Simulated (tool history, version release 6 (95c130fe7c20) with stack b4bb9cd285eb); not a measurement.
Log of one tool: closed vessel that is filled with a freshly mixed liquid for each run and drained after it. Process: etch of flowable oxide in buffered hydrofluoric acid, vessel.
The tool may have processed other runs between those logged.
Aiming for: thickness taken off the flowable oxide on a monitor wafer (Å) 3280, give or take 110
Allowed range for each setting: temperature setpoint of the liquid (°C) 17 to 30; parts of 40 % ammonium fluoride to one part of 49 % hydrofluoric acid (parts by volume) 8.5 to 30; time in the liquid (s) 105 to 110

run    day  temperature setpoint of the liquid (°C)  parts of 40 % ammonium fluoride to one part of 49 % hydrofluoric acid (parts by volume)  time in the liquid (s)  thickness taken off the flowable oxide on a monitor wafer (Å)
  1      0                                       22                                                                                       23                     105                                                         1239.2
  2  0.167                                       24                                                                                       19                     105                                                         1594.4
  3  0.533                                     22.5                                                                                       19                     105                                                         1476.7
  4  0.675                                       26                                                                                       19                     105                                                         1812.8
  5  0.996                                       27                                                                                       16                     105                                                         2249.6
  6  1.188                                       28                                                                                       15                     105                                                         2480.3
  7  1.467                                     28.5                                                                                       14                     105                                                         2808.1
  8  1.675                                       29                                                                                     13.5                     105                                                         2952.4
  9  1.775                                       30                                                                                     11.5                     105                                                           3560
 10  1.821                                     29.5                                                                                     11.5                     105                                                         3566.6
 11  2.075                                       29                                                                                     11.5                     105                                                         3482.5

Below are 5 possible settings for the next run. Only one of them brings all results inside the allowed miss of their targets. Which is it?
  A  2.329                                       29                                                                                     10.5                     105                                                              ?
  B  2.329                                       27                                                                                     12.5                     110                                                              ?
  C  2.329                                     29.5                                                                                     14.5                     110                                                              ?
  D  2.329                                       29                                                                                       11                     110                                                              ?
  E  2.329                                       28                                                                                     11.5                     105                                                              ?

move  thickness taken off the flowable oxide on a monitor wafer (Å)
   A                                                         3718.8
   B                                                         2952.9
   C                                                         2918.9
   D                                                         3723.4
   E                                                         3226.6
A: lands further from the targets than the last run did
B: takes the result that was furthest off past its target
C: takes the result that was furthest off past its target
D: lands further from the targets than the last run did
E: meets every target
E meets every target.
